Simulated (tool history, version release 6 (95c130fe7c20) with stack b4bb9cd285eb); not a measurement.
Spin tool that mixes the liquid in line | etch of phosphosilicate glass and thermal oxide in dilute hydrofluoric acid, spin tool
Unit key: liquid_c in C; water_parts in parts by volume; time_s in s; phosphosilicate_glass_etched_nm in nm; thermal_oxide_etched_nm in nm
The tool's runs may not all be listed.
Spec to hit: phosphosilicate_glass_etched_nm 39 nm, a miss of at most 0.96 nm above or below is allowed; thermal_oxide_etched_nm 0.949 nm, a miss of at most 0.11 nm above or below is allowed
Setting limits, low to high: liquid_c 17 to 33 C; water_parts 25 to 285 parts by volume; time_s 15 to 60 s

run	hour	liquid_c	water_parts	time_s	phosphosilicate_glass_etched_nm	thermal_oxide_etched_nm
1	0	25	155	30	34.428	0.83246
2	3.1	25	155	25	28.711	0.70252
3	11.8	25	185	25	23.138	0.55838
4	19.2	25	135	25	33.788	0.77195
5	27.1	25	105	25	45.024	1.0936
6	28.7	24.5	105	25	44.071	1.0993
7	29.5	24	105	25	43.182	1.0677
8	37.9	24	105	25	42.825	1.0367
9	42.4	23.5	105	25	41.882	0.99307

Which one of the following 4 next-run settings gets every result inside its allowed miss? There is exactly one.
A	46.9	20	135	35	?	?
B	46.9	22.5	75	20	?	?
C	46.9	22	110	30	?	?
D	46.9	24.5	100	20	?	?

move	phosphosilicate_glass_etched_nm	thermal_oxide_etched_nm
A	38.569	0.99716
B	47.015	1.2155
C	45.195	1.1685
D	37.046	0.95778
A: meets every target
B: further off than the last run
C: further off than the last run
D: pushes the last run's worst result past its target
Go with A: it meets all targets.
